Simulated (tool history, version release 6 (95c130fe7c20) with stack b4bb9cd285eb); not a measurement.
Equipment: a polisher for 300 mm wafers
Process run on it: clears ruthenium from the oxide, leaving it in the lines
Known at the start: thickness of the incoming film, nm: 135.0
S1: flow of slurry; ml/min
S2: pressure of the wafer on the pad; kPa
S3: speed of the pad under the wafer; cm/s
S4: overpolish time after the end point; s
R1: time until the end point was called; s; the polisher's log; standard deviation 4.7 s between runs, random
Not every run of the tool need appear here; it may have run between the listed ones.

Run 1, hour 0.0: S1 185 ml/min, S2 18.6 kPa, S3 80 cm/s, S4 17 s. Result: R1 134.90 s.
Run 2, hour 8.4: S1 185 ml/min, S2 17.2 kPa, S3 78 cm/s, S4 17 s. Result: R1 148.07 s.
Run 3, hour 11.3: S1 220 ml/min, S2 17.2 kPa, S3 78 cm/s, S4 17 s. Result: R1 146.51 s.
Run 4, hour 18.3: S1 220 ml/min, S2 17.2 kPa, S3 78 cm/s, S4 18 s. Result: R1 141.93 s.
Run 5, hour 20.7: S1 220 ml/min, S2 17.2 kPa, S3 88 cm/s, S4 18 s. Result: R1 130.10 s.
Run 6, hour 22.9: S1 220 ml/min, S2 15.9 kPa, S3 84 cm/s, S4 18 s. Result: R1 142.27 s.
Run 7, hour 29.9: S1 220 ml/min, S2 14.5 kPa, S3 80 cm/s, S4 18 s. Result: R1 164.49 s.

Run 8 has not been measured yet. What should we expect?
Run 8, hour 36.2: S1 220 ml/min, S2 13.8 kPa, S3 78 cm/s, S4 18 s. Result: R1 ?.

Run 8 measured R1 169.47 s.
